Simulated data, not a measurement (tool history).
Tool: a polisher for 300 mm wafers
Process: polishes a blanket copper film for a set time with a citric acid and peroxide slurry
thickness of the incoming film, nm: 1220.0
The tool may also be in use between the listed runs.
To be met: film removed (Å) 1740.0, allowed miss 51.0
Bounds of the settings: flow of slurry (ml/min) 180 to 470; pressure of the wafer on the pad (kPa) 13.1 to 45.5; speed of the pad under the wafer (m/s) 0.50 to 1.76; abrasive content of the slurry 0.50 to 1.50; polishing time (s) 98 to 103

run  hour  flow of slurry (ml/min)  pressure of the wafer on the pad (kPa)  speed of the pad under the wafer (m/s)  abrasive content of the slurry  polishing time (s)  film removed (Å)
  1   0.0                      300                                    29.0                                    1.12                            1.00                  98            4091.5
  2   5.1                      300                                    22.1                                    1.12                            1.00                  98            3261.8
  3  11.2                      300                                    19.3                                    1.12                            1.00                  98            2944.0
  4  14.6                      300                                    18.6                                    1.08                            1.00                  98            2767.5
  5  23.3                      300                                    18.6                                    1.26                            1.00                  98            3168.6
  6  28.5                      300                                    18.6                                    1.26                            1.00                 103            3401.2
  7  29.6                      300                                    17.9                                    1.18                            1.00                 103            3112.0
  8  31.1                      300                                    17.2                                    1.12                            1.00                 103            2841.8
  9  33.2                      300                                    16.5                                    1.06                            1.00                 103            2638.1
 10  42.2                      300                                    15.9                                    1.02                            1.00                 103            2431.3
 11  50.0                      300                                    15.2                                    0.98                            1.00                 103            2286.2
 12  53.1                      300                                    15.2                                    0.96                            1.00                 103            2229.3

Which of these 4 next moves meets every target?
  A  56.2                      340                                    17.2                                    1.26                            0.95                 103                 ?
  B  56.2                      255                                    27.6                                    0.76                            1.40                  98                 ?
  C  56.2                      310                                    14.5                                    0.78                            1.10                  98                 ?
  D  56.2                      250                                    19.3                                    1.22                            1.00                 103                 ?

move  film removed (Å)
   A            3166.9
   B            2907.4
   C            1740.0
   D            3297.6
A: further off than the last run
B: further off than the last run
C: meets every target
D: further off than the last run
Move C is the one to make.
